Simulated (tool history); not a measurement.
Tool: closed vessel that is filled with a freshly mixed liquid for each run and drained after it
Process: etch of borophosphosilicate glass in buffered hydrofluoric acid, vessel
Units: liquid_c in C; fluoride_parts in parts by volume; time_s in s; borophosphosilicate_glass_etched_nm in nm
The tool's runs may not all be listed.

run,hour,liquid_c,fluoride_parts,time_s,borophosphosilicate_glass_etched_nm
1,0.0,21.0,7.5,100,196.74
2,3.6,21.0,7.5,105,207.51
3,6.9,20.5,7.5,105,200.70
4,14.1,17.5,7.5,105,171.10
5,20.0,17.5,7.5,100,161.55
6,24.1,17.0,7.5,100,156.28
7,27.0,17.0,7.5,100,157.67

For run 8, what comes out?
8,36.0,17.5,7.5,100,?

{"run 8": {"borophosphosilicate_glass_etched_nm": 162.12}}
